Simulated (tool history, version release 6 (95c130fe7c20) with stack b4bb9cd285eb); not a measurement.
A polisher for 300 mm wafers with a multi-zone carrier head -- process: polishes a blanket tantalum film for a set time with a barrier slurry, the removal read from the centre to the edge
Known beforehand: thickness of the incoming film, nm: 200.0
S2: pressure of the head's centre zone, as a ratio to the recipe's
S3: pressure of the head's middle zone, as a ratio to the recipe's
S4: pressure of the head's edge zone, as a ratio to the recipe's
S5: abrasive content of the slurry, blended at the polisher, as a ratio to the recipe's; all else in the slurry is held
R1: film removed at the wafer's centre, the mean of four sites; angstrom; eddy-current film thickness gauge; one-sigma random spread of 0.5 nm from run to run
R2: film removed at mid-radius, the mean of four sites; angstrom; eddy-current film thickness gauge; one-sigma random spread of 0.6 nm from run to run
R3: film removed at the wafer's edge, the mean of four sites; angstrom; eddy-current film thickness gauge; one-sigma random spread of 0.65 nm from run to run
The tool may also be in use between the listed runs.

{"run": 1, "hour": 0.0, "flow of slurry (ml/min)": 270, "S2": 1.0, "S3": 1.0, "S4": 1.0, "S5": 1.0, "polishing time (s)": 60, "R1": 696.71, "R2": 717.36, "R3": 690.01}
{"run": 2, "hour": 2.1, "flow of slurry (ml/min)": 270, "S2": 1.06, "S3": 1.0, "S4": 1.0, "S5": 1.0, "polishing time (s)": 60, "R1": 737.05, "R2": 708.45, "R3": 703.51}
{"run": 3, "hour": 10.1, "flow of slurry (ml/min)": 270, "S2": 1.06, "S3": 1.0, "S4": 1.0, "S5": 0.9, "polishing time (s)": 60, "R1": 727.38, "R2": 685.09, "R3": 681.99}
{"run": 4, "hour": 12.9, "flow of slurry (ml/min)": 270, "S2": 1.01, "S3": 1.0, "S4": 1.0, "S5": 0.9, "polishing time (s)": 60, "R1": 697.21, "R2": 693.64, "R3": 669.31}
{"run": 5, "hour": 17.5, "flow of slurry (ml/min)": 270, "S2": 1.01, "S3": 1.0, "S4": 1.0, "S5": 0.75, "polishing time (s)": 60, "R1": 647.47, "R2": 663.42, "R3": 665.6}
{"run": 6, "hour": 23.2, "flow of slurry (ml/min)": 335, "S2": 1.01, "S3": 1.0, "S4": 1.0, "S5": 0.75, "polishing time (s)": 60, "R1": 693.26, "R2": 683.5, "R3": 683.76}

Forecast run 7:
{"hour": 27.0, "done": "slurry nozzle cleaned"}
{"run": 7, "hour": 27.0, "flow of slurry (ml/min)": 315, "S2": 0.97, "S3": 1.02, "S4": 0.95, "S5": 0.65, "polishing time (s)": 58, "R1": "?", "R2": "?", "R3": "?"}

Run 7 came out at R1 647.79 angstrom, R2 669.69 angstrom, R3 617.25 angstrom.

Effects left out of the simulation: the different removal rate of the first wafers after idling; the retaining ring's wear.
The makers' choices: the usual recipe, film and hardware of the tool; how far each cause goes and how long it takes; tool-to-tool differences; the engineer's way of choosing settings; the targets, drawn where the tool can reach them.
